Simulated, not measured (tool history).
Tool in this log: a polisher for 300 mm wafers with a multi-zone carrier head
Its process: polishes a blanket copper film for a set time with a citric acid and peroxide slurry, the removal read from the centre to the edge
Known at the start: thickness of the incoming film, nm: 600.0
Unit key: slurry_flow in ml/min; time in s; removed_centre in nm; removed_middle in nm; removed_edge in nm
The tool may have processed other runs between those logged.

Run 1, hour 0: slurry_flow 295 ml/min, centre_zone 1, middle_zone 1, edge_zone 1, slurry_solids 1, time 33 s. Result: removed_centre 72.264 nm, removed_middle 79.019 nm, removed_edge 81.177 nm.
Run 2, hour 3.7: slurry_flow 295 ml/min, centre_zone 1, middle_zone 1, edge_zone 1, slurry_solids 1, time 27 s. Result: removed_centre 59.821 nm, removed_middle 63.869 nm, removed_edge 66.661 nm.
Run 3, hour 11.1: slurry_flow 295 ml/min, centre_zone 1, middle_zone 1.06, edge_zone 1, slurry_solids 1, time 27 s. Result: removed_centre 57.753 nm, removed_middle 65.76 nm, removed_edge 65.413 nm.
Run 4, hour 17.2: slurry_flow 295 ml/min, centre_zone 1, middle_zone 1.06, edge_zone 1, slurry_solids 1.1, time 27 s. Result: removed_centre 60.176 nm, removed_middle 67.569 nm, removed_edge 66.811 nm.
Run 5, hour 21.7: slurry_flow 295 ml/min, centre_zone 1, middle_zone 1.13, edge_zone 1, slurry_solids 1.1, time 27 s. Result: removed_centre 59.739 nm, removed_middle 74.287 nm, removed_edge 68.588 nm.
At hour 30: centre zone pressure recalibrated.
Run 6, hour 30: slurry_flow 300 ml/min, centre_zone 1.02, middle_zone 1.13, edge_zone 0.98, slurry_solids 1.05, time 26 s. Result: removed_centre 65.24 nm, removed_middle 71.517 nm, removed_edge 63.086 nm.
Run 7, hour 36.3: slurry_flow 295 ml/min, centre_zone 1.01, middle_zone 1.12, edge_zone 0.97, slurry_solids 1, time 26 s. Result: removed_centre 65.505 nm, removed_middle 68.528 nm, removed_edge 62.343 nm.
Run 8, hour 44.6: slurry_flow 300 ml/min, centre_zone 1, middle_zone 1.13, edge_zone 0.97, slurry_solids 0.95, time 25 s. Result: removed_centre 60.921 nm, removed_middle 65.595 nm, removed_edge 60.125 nm.
Run 9, hour 48.5: slurry_flow 300 ml/min, centre_zone 0.99, middle_zone 1.14, edge_zone 0.96, slurry_solids 0.95, time 24 s. Result: removed_centre 57.422 nm, removed_middle 61.801 nm, removed_edge 56.726 nm.
Run 10, hour 49.1: slurry_flow 300 ml/min, centre_zone 0.98, middle_zone 1.15, edge_zone 0.95, slurry_solids 0.95, time 24 s. Result: removed_centre 57.744 nm, removed_middle 62.722 nm, removed_edge 56.749 nm.

Predict the results of run 11:
Run 11, hour 57.2: slurry_flow 300 ml/min, centre_zone 0.97, middle_zone 1.16, edge_zone 0.94, slurry_solids 0.95, time 24 s. Result: removed_centre ?, removed_middle ?, removed_edge ?.

Run 11 came out at removed_centre 57.358 nm, removed_middle 64.929 nm, removed_edge 55.885 nm.
